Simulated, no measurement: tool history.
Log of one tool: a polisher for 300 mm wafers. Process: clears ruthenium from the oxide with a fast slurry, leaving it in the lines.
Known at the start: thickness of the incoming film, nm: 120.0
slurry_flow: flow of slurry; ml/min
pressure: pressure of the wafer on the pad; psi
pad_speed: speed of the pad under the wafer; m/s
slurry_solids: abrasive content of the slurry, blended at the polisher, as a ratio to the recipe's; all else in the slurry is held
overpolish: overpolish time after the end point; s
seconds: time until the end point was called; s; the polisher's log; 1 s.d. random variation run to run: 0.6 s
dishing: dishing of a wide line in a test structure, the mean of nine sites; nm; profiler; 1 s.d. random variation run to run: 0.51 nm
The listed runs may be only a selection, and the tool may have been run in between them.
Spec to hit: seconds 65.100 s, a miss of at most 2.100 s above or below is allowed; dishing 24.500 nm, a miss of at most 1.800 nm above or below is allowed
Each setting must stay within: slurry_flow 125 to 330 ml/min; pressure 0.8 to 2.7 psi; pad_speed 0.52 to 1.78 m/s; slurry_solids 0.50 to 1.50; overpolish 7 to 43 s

Run 1, hour 0.0: slurry_flow 210 ml/min, pressure 1.7 psi, pad_speed 1.14 m/s, slurry_solids 1.00, overpolish 22 s. Result: seconds 41.261 s, dishing 24.038 nm.
Run 2, hour 7.5: slurry_flow 210 ml/min, pressure 1.7 psi, pad_speed 0.98 m/s, slurry_solids 1.00, overpolish 22 s. Result: seconds 45.505 s, dishing 23.817 nm.
Run 3, hour 15.4: slurry_flow 210 ml/min, pressure 1.7 psi, pad_speed 0.98 m/s, slurry_solids 1.00, overpolish 25 s. Result: seconds 45.508 s, dishing 24.578 nm.
Run 4, hour 22.8: slurry_flow 205 ml/min, pressure 1.5 psi, pad_speed 0.98 m/s, slurry_solids 1.00, overpolish 27 s. Result: seconds 52.100 s, dishing 23.394 nm.
Run 5, hour 27.5: slurry_flow 205 ml/min, pressure 1.5 psi, pad_speed 0.98 m/s, slurry_solids 1.00, overpolish 21 s. Result: seconds 51.486 s, dishing 21.568 nm.
Run 6, hour 31.6: slurry_flow 205 ml/min, pressure 1.4 psi, pad_speed 0.96 m/s, slurry_solids 1.00, overpolish 26 s. Result: seconds 55.977 s, dishing 23.042 nm.
Run 7, hour 34.7: slurry_flow 205 ml/min, pressure 1.3 psi, pad_speed 0.96 m/s, slurry_solids 1.00, overpolish 28 s. Result: seconds 60.689 s, dishing 23.312 nm.
Run 8, hour 38.7: slurry_flow 205 ml/min, pressure 1.3 psi, pad_speed 0.96 m/s, slurry_solids 1.00, overpolish 29 s. Result: seconds 60.676 s, dishing 23.439 nm.

Which of these 4 next moves meets every target?
Run A, hour 42.7: slurry_flow 135 ml/min, pressure 1.5 psi, pad_speed 0.92 m/s, slurry_solids 1.15, overpolish 25 s. Result: seconds ?, dishing ?.
Run B, hour 42.7: slurry_flow 165 ml/min, pressure 1.3 psi, pad_speed 0.92 m/s, slurry_solids 1.05, overpolish 24 s. Result: seconds ?, dishing ?.
Run C, hour 42.7: slurry_flow 155 ml/min, pressure 1.3 psi, pad_speed 0.74 m/s, slurry_solids 1.40, overpolish 35 s. Result: seconds ?, dishing ?.
Run D, hour 42.7: slurry_flow 215 ml/min, pressure 1.6 psi, pad_speed 0.80 m/s, slurry_solids 1.00, overpolish 36 s. Result: seconds ?, dishing ?.

move  seconds  dishing
   A   54.137   23.031
   B   62.647   21.436
   C   65.255   24.144
   D   56.069   25.247
A: moves away from the targets compared with the last run
B: better than the last run, though not everything is in spec
C: each result inside its tolerance
D: moves away from the targets compared with the last run
The right move is C.
